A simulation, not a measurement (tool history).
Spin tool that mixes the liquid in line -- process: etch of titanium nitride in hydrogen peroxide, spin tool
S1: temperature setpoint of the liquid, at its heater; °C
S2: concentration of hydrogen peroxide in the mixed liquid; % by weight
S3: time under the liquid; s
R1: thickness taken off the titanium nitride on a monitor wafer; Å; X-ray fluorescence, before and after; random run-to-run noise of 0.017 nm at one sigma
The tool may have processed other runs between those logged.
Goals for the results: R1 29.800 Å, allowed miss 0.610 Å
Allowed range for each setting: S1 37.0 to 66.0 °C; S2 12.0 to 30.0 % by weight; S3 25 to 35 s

| run | hour | S1 | S2 | S3 | R1 |
|---|---|---|---|---|---|
| 1 | 0.0 | 53.0 | 21.5 | 35 | 34.811 |
| 2 | 8.2 | 53.0 | 21.5 | 35 | 34.900 |
| 3 | 8.8 | 59.5 | 21.5 | 35 | 54.814 |
| 4 | 14.9 | 59.5 | 21.5 | 35 | 54.367 |
| 5 | 20.8 | 64.5 | 21.5 | 35 | 76.448 |
| 6 | 25.2 | 60.5 | 21.5 | 35 | 58.833 |
| 7 | 29.1 | 52.5 | 21.0 | 35 | 33.658 |
| 8 | 36.6 | 52.0 | 21.0 | 35 | 31.962 |

Next run, 5 choices. One meets every target within its allowed miss, the rest don't. Which?
| A | 44.1 | 51.0 | 20.0 | 35 | ? |
| B | 44.1 | 54.5 | 16.5 | 35 | ? |
| C | 44.1 | 50.5 | 20.0 | 35 | ? |
| D | 44.1 | 52.5 | 20.5 | 35 | ? |
| E | 44.1 | 55.5 | 18.0 | 25 | ? |

| move | R1 |
|---|---|
| A | 29.666 |
| B | 36.512 |
| C | 28.619 |
| D | 33.198 |
| E | 28.493 |
A: in spec on every target
B: its largest miss is bigger than the last run's
C: the result that was furthest off in the last run now lies on the other side of its target
D: its largest miss is bigger than the last run's
E: the result that was furthest off in the last run now lies on the other side of its target
Go with A: it meets all targets.
